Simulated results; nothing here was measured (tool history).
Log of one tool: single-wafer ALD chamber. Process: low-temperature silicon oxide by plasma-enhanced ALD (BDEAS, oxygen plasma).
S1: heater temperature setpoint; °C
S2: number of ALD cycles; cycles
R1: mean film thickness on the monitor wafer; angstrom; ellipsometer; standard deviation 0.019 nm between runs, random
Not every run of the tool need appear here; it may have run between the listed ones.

{"run": 1, "day": 0.0, "S1": 115, "S2": 39, "R1": 54.143}
{"run": 2, "day": 0.108, "S1": 116, "S2": 36, "R1": 49.995}
{"run": 3, "day": 0.462, "S1": 117, "S2": 34, "R1": 47.485}
{"run": 4, "day": 0.8, "S1": 125, "S2": 34, "R1": 46.426}
{"run": 5, "day": 1.017, "S1": 126, "S2": 33, "R1": 45.372}
{"run": 6, "day": 1.262, "S1": 133, "S2": 33, "R1": 44.34}
{"run": 7, "day": 1.525, "S1": 134, "S2": 32, "R1": 42.689}

Run 8, settings as shown, results not yet in. Your forecast:
{"run": 8, "day": 1.646, "S1": 135, "S2": 32, "R1": "?"}

For run 8 the tool returned R1 42.769 angstrom.

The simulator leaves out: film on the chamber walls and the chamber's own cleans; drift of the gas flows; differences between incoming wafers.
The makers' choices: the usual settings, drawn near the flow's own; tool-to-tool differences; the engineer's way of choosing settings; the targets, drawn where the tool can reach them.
